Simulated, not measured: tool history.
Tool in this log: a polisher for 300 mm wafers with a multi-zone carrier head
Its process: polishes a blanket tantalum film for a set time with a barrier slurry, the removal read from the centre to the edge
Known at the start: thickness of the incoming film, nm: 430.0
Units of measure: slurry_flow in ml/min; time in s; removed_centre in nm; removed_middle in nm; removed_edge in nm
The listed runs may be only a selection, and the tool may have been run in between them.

run,hour,slurry_flow,centre_zone,middle_zone,edge_zone,slurry_solids,time,removed_centre,removed_middle,removed_edge
1,0.0,230,1.00,1.00,1.00,1.00,39,88.787,86.832,90.713
2,6.2,270,1.00,1.00,1.00,1.00,39,92.262,90.345,89.801
3,12.4,260,1.00,1.03,1.03,1.10,39,94.306,94.769,95.996
4,13.7,260,1.05,1.03,1.03,1.10,39,99.303,94.801,95.682
5,22.2,225,1.05,1.03,1.03,1.10,39,94.984,92.978,93.991
6,28.8,225,1.05,0.99,1.03,1.10,39,96.797,89.600,92.410
7,29.7,240,1.05,1.03,1.05,1.15,39,96.883,94.598,96.169

The next listed run, before its measurement:
8,36.0,250,1.06,1.06,1.07,1.20,39,?,?,?

{"run 8": {"removed_centre": 101.83, "removed_middle": 98.56, "removed_edge": 97.131}}
